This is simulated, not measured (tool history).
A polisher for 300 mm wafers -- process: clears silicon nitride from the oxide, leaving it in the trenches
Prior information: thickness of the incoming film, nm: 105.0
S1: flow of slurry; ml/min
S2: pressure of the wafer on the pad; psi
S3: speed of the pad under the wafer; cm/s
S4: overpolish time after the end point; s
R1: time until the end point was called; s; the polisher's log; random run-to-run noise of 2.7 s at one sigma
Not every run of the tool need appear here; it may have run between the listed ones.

| run | hour | S1 | S2 | S3 | S4 | R1 |
|---|---|---|---|---|---|---|
| 1 | 0 | 145 | 2.2 | 114 | 40 | 116.73 |
| 2 | 8.4 | 145 | 2.1 | 114 | 40 | 118.06 |
| 3 | 11.7 | 145 | 2 | 114 | 40 | 125.13 |
| 4 | 14.2 | 145 | 1.9 | 114 | 40 | 127.61 |
| 5 | 17.3 | 165 | 1.9 | 114 | 40 | 128 |
| 6 | 25.6 | 135 | 1.9 | 114 | 40 | 129.01 |
| 7 | 32.6 | 135 | 1.8 | 112 | 40 | 136.91 |

Forecast run 8:
| 8 | 39.8 | 135 | 1.7 | 112 | 40 | ? |

R1: 141.6 s

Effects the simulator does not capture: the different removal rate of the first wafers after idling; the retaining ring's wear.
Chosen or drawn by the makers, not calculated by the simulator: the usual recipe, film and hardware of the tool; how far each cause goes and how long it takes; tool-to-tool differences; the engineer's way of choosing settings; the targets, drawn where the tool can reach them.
